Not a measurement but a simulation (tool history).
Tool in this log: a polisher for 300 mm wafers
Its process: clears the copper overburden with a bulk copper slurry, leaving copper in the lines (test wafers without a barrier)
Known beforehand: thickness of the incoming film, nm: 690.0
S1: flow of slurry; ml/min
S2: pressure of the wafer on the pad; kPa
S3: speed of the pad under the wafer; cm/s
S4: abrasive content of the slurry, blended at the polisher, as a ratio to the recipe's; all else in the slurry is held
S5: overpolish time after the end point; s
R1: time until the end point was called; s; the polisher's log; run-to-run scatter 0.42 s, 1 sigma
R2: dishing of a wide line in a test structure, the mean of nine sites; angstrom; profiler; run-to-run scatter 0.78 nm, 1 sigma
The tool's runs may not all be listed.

| run | hour | S1 | S2 | S3 | S4 | S5 | R1 | R2 |
|---|---|---|---|---|---|---|---|---|
| 1 | 0.0 | 225 | 16.5 | 104 | 1.00 | 9 | 73.107 | 429.68 |
| 2 | 6.9 | 225 | 17.2 | 104 | 1.00 | 8 | 70.676 | 421.17 |
| 3 | 14.8 | 225 | 17.9 | 104 | 1.00 | 7 | 67.841 | 381.49 |
| 4 | 16.9 | 225 | 18.6 | 104 | 1.00 | 7 | 65.533 | 385.85 |
| 5 | 18.6 | 225 | 19.3 | 104 | 1.00 | 7 | 63.127 | 413.48 |
| 6 | 22.7 | 225 | 19.3 | 104 | 0.85 | 7 | 66.069 | 393.84 |
| 7 | 24.1 | 225 | 20.0 | 104 | 0.85 | 7 | 64.257 | 394.93 |
| 8 | 28.9 | 245 | 24.1 | 106 | 0.85 | 4 | 52.587 | 314.16 |

The next listed run, before its measurement:
| 9 | 33.6 | 245 | 24.1 | 110 | 0.85 | 5 | ? | ? |

{"run 9": {"R1": 50.993, "R2": 389.69}}
